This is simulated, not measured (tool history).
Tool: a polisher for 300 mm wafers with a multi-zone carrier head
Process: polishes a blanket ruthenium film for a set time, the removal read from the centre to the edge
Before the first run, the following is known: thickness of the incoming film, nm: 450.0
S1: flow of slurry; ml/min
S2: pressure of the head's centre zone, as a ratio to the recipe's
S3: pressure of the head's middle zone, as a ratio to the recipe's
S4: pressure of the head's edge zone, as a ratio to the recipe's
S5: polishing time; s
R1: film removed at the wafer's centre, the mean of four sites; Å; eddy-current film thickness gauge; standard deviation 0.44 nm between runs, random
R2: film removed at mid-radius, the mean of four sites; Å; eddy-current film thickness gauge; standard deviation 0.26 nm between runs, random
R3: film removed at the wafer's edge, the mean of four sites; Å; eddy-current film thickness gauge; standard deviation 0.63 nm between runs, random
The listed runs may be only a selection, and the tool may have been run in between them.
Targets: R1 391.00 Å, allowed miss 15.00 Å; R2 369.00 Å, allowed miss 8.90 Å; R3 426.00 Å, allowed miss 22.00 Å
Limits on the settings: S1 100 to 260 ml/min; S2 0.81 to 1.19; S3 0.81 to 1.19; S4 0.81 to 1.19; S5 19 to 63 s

run	hour	S1	S2	S3	S4	S5	R1	R2	R3
1	0.0	165	1.00	1.00	1.00	41	454.53	441.64	460.69
2	6.8	195	1.00	1.00	1.00	41	463.22	457.54	471.21
3	15.5	195	1.00	1.00	1.00	48	552.22	535.31	522.36
4	17.8	195	1.08	1.00	1.00	48	579.34	530.92	551.98
# hour 26.1: worn pad replaced by a new one
5	26.1	180	1.02	0.95	1.01	46	582.27	535.73	576.39
6	34.2	180	1.02	0.95	1.01	56	697.95	655.61	693.14
7	39.7	160	1.02	0.96	1.02	49	603.73	565.45	622.32
8	40.4	145	1.02	0.96	1.00	44	532.69	494.53	526.62
9	43.2	145	1.04	0.99	1.04	41	508.24	482.74	514.84
10	46.7	110	0.94	0.89	0.94	39	412.71	389.41	446.73

Which of these 4 next moves meets every target?
A	50.2	115	1.03	0.83	0.92	38	?	?	?
B	50.2	125	0.85	0.91	1.02	39	?	?	?
C	50.2	100	0.93	0.86	0.93	38	?	?	?
D	50.2	130	0.92	0.93	0.89	38	?	?	?

move	R1	R2	R3
A	446.22	365.10	433.00
B	384.43	411.03	471.44
C	389.73	365.55	426.54
D	409.08	410.66	432.81
A: brings the last run's worst result on target, with another outside its allowed miss
B: the biggest miss grows against the last run
C: all results in spec
D: the biggest miss grows against the last run
C meets every target.
